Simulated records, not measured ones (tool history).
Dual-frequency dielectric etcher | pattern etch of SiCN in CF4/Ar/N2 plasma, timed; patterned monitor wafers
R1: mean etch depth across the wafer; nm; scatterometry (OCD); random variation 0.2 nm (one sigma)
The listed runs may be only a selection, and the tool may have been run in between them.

Run 1, hour 0: source power (kW) 0.4, bias power (kW) 0.066, Ar flow (sccm) 75, CF4 flow (sccm) 48, etch time (s) 81.5. Result: R1 54.345 nm.
Run 2, hour 6: source power (kW) 0.4, bias power (kW) 0.066, Ar flow (sccm) 75, CF4 flow (sccm) 40, etch time (s) 81.5. Result: R1 51.738 nm.
Run 3, hour 6.9: source power (kW) 0.35, bias power (kW) 0.066, Ar flow (sccm) 75, CF4 flow (sccm) 40, etch time (s) 81.5. Result: R1 47.048 nm.
Run 4, hour 15.1: source power (kW) 0.35, bias power (kW) 0.071, Ar flow (sccm) 75, CF4 flow (sccm) 40, etch time (s) 81.5. Result: R1 48.262 nm.
Run 5, hour 23: source power (kW) 0.32, bias power (kW) 0.071, Ar flow (sccm) 75, CF4 flow (sccm) 40, etch time (s) 81.5. Result: R1 44.031 nm.
Run 6, hour 27.6: source power (kW) 0.32, bias power (kW) 0.071, Ar flow (sccm) 75, CF4 flow (sccm) 45, etch time (s) 81.5. Result: R1 44.703 nm.

Predict the results of run 7:
Run 7, hour 33.5: source power (kW) 0.31, bias power (kW) 0.07, Ar flow (sccm) 75, CF4 flow (sccm) 45, etch time (s) 81.5. Result: R1 ?.

R1: 43.898 nm
